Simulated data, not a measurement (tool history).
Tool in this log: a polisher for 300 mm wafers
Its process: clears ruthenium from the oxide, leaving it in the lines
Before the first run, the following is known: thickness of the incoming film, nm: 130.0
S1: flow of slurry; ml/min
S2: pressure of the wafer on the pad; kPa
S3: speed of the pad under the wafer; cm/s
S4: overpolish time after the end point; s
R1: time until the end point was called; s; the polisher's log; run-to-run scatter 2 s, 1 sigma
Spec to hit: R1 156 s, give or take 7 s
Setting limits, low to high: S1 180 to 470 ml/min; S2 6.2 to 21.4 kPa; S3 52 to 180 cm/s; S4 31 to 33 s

| run | hour | S1 | S2 | S3 | S4 | R1 |
|---|---|---|---|---|---|---|
| 1 | 0 | 300 | 13.8 | 116 | 31 | 118.73 |
| 2 | 7.2 | 300 | 15.9 | 116 | 31 | 106.16 |
| 3 | 13.6 | 300 | 15.2 | 116 | 31 | 111.89 |
| 4 | 16.3 | 300 | 14.5 | 116 | 31 | 114.49 |
| 5 | 17.3 | 335 | 14.5 | 116 | 31 | 110.38 |
| 6 | 18.7 | 325 | 13.8 | 116 | 31 | 117.82 |
| 7 | 21.7 | 320 | 13.1 | 116 | 31 | 125.36 |
| 8 | 24.6 | 315 | 12.4 | 116 | 31 | 128.7 |
| 9 | 26.1 | 310 | 11.7 | 116 | 31 | 138.64 |

Of the 5 settings listed for the next run, only one would bring every result within its allowed miss of target. Which one?
| A | 27.6 | 345 | 12.4 | 132 | 31 | ? |
| B | 27.6 | 235 | 11 | 126 | 33 | ? |
| C | 27.6 | 270 | 15.2 | 86 | 31 | ? |
| D | 27.6 | 280 | 11.7 | 120 | 31 | ? |
| E | 27.6 | 235 | 11.7 | 100 | 31 | ? |

| move | R1 |
|---|---|
| A | 118.6 |
| B | 141.79 |
| C | 137.1 |
| D | 137.03 |
| E | 159.5 |
A: further off than the last run
B: better than the last run, though not everything is in spec
C: further off than the last run
D: further off than the last run
E: hits every target within its allowed miss
So the answer is move E, the one that meets all the targets.
